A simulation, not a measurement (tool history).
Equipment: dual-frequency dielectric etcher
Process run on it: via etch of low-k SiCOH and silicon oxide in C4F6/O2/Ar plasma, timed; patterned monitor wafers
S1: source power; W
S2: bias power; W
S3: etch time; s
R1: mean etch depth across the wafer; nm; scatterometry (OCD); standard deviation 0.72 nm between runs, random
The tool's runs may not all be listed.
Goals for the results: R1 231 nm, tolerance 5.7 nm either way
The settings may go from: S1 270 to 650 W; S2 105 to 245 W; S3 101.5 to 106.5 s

Run 1, hour 0: S1 460 W, S2 175 W, S3 101.5 s. Result: R1 288.62 nm.
Run 2, hour 3.8: S1 460 W, S2 175 W, S3 106.5 s. Result: R1 301.54 nm.
Run 3, hour 11.1: S1 460 W, S2 203 W, S3 106.5 s. Result: R1 308.23 nm.
Run 4, hour 12.8: S1 460 W, S2 184 W, S3 106.5 s. Result: R1 304.25 nm.
Run 5, hour 18.3: S1 540 W, S2 184 W, S3 106.5 s. Result: R1 327.33 nm.
Run 6, hour 26.6: S1 500 W, S2 176 W, S3 106 s. Result: R1 311.75 nm.
Run 7, hour 34.7: S1 470 W, S2 169 W, S3 105.5 s. Result: R1 300.72 nm.
Run 8, hour 40.9: S1 440 W, S2 162 W, S3 105 s. Result: R1 288.55 nm.
Run 9, hour 48.1: S1 420 W, S2 158 W, S3 104.5 s. Result: R1 278.96 nm.
Run 10, hour 55.9: S1 400 W, S2 155 W, S3 104 s. Result: R1 272.83 nm.
Run 11, hour 57.2: S1 380 W, S2 152 W, S3 103.5 s. Result: R1 264.95 nm.
Run 12, hour 60.7: S1 280 W, S2 123 W, S3 101.5 s. Result: R1 218.07 nm.
Run 13, hour 65.1: S1 290 W, S2 124 W, S3 101.5 s. Result: R1 221.38 nm.

Which of these 4 next moves meets every target?
Run A, hour 69.5: S1 270 W, S2 117 W, S3 102.5 s. Result: R1 ?.
Run B, hour 69.5: S1 270 W, S2 125 W, S3 103 s. Result: R1 ?.
Run C, hour 69.5: S1 270 W, S2 113 W, S3 101.5 s. Result: R1 ?.
Run D, hour 69.5: S1 310 W, S2 118 W, S3 104 s. Result: R1 ?.

move      R1
   A  214.76
   B  217.66
   C  211.75
   D  232.83
A: moves away from the targets compared with the last run
B: moves away from the targets compared with the last run
C: moves away from the targets compared with the last run
D: in spec on every target
D meets every target.
